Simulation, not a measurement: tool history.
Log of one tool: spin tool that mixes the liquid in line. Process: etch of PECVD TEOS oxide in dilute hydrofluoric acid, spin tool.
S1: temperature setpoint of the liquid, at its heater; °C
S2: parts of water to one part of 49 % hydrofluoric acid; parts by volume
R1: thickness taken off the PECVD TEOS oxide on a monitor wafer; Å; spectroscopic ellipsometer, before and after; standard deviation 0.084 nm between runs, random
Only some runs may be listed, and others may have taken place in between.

run 1 hour=0 | S1=24 S2=55 time_under_the_liquid_(s)=65 | R1=201.72
run 2 hour=2.3 | S1=27 S2=55 time_under_the_liquid_(s)=65 | R1=227.8
run 3 hour=11.3 | S1=27 S2=55 time_under_the_liquid_(s)=70 | R1=247.03
run 4 hour=13.9 | S1=25.5 S2=60 time_under_the_liquid_(s)=70 | R1=212.07
run 5 hour=16.1 | S1=24.5 S2=60 time_under_the_liquid_(s)=70 | R1=202.14
run 6 hour=22.5 | S1=27 S2=60 time_under_the_liquid_(s)=70 | R1=223.26
run 7 hour=27.7 | S1=25.5 S2=60 time_under_the_liquid_(s)=70 | R1=209.59

Expected results for the next run?
run 8 hour=35.9 | S1=21.5 S2=75 time_under_the_liquid_(s)=70 | R1=?

R1: 140.85 Å
